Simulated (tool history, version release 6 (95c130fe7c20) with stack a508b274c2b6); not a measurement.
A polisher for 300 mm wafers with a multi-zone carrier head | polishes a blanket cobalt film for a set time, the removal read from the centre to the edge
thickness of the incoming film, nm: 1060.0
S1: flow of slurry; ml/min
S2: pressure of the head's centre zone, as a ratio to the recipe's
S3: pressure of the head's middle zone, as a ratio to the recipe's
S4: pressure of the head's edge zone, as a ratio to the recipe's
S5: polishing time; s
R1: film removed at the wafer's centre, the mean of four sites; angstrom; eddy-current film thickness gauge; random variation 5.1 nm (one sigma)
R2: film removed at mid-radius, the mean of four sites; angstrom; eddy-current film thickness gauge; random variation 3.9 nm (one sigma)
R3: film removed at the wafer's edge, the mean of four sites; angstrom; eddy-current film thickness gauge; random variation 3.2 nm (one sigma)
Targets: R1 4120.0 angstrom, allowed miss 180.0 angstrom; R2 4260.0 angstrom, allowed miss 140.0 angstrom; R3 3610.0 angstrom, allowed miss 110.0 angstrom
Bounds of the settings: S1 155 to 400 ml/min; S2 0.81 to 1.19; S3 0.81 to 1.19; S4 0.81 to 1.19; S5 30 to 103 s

{"run": 1, "hour": 0.0, "S1": 255, "S2": 1.0, "S3": 1.0, "S4": 1.0, "S5": 66, "R1": 2746.1, "R2": 2611.1, "R3": 2522.9}
{"run": 2, "hour": 6.3, "S1": 230, "S2": 1.0, "S3": 1.0, "S4": 1.0, "S5": 66, "R1": 2640.3, "R2": 2588.6, "R3": 2516.8}
{"run": 3, "hour": 11.3, "S1": 230, "S2": 1.0, "S3": 1.0, "S4": 1.0, "S5": 77, "R1": 3054.9, "R2": 3007.8, "R3": 2924.7}
{"run": 4, "hour": 15.0, "S1": 270, "S2": 1.0, "S3": 1.0, "S4": 1.0, "S5": 77, "R1": 3131.8, "R2": 3080.9, "R3": 2971.7}
{"run": 5, "hour": 23.7, "S1": 270, "S2": 1.06, "S3": 1.0, "S4": 1.0, "S5": 77, "R1": 3332.5, "R2": 3065.2, "R3": 3001.0}
{"run": 6, "hour": 25.7, "S1": 275, "S2": 1.07, "S3": 1.02, "S4": 1.0, "S5": 78, "R1": 3338.1, "R2": 3171.4, "R3": 3016.4}
{"run": 7, "hour": 30.8, "S1": 305, "S2": 1.17, "S3": 1.12, "S4": 1.06, "S5": 92, "R1": 4380.5, "R2": 4071.1, "R3": 3699.3}
{"run": 8, "hour": 31.9, "S1": 305, "S2": 1.16, "S3": 1.13, "S4": 1.06, "S5": 92, "R1": 4351.7, "R2": 4137.8, "R3": 3739.5}

Which of these 5 next moves meets every target?
{"run": "A", "hour": 33.0, "S1": 260, "S2": 1.19, "S3": 1.09, "S4": 1.02, "S5": 96, "R1": "?", "R2": "?", "R3": "?"}
{"run": "B", "hour": 33.0, "S1": 365, "S2": 1.17, "S3": 1.12, "S4": 1.09, "S5": 98, "R1": "?", "R2": "?", "R3": "?"}
{"run": "C", "hour": 33.0, "S1": 265, "S2": 1.17, "S3": 1.11, "S4": 1.03, "S5": 99, "R1": "?", "R2": "?", "R3": "?"}
{"run": "D", "hour": 33.0, "S1": 305, "S2": 1.15, "S3": 1.1, "S4": 1.02, "S5": 98, "R1": "?", "R2": "?", "R3": "?"}
{"run": "E", "hour": 33.0, "S1": 320, "S2": 1.11, "S3": 1.19, "S4": 1.06, "S5": 90, "R1": "?", "R2": "?", "R3": "?"}

move=A R1=4556.9 R2=4107.1 R3=3753.4
move=B R1=4750.0 R2=4437.3 R3=4056.2
move=C R1=4635.8 R2=4311.8 R3=3894.1
move=D R1=4589.3 R2=4299.9 R3=3881.6
move=E R1=4098.3 R2=4245.9 R3=3639.2
A: further off than the last run
B: further off than the last run
C: further off than the last run
D: further off than the last run
E: meets every target
Move E is the one to make.

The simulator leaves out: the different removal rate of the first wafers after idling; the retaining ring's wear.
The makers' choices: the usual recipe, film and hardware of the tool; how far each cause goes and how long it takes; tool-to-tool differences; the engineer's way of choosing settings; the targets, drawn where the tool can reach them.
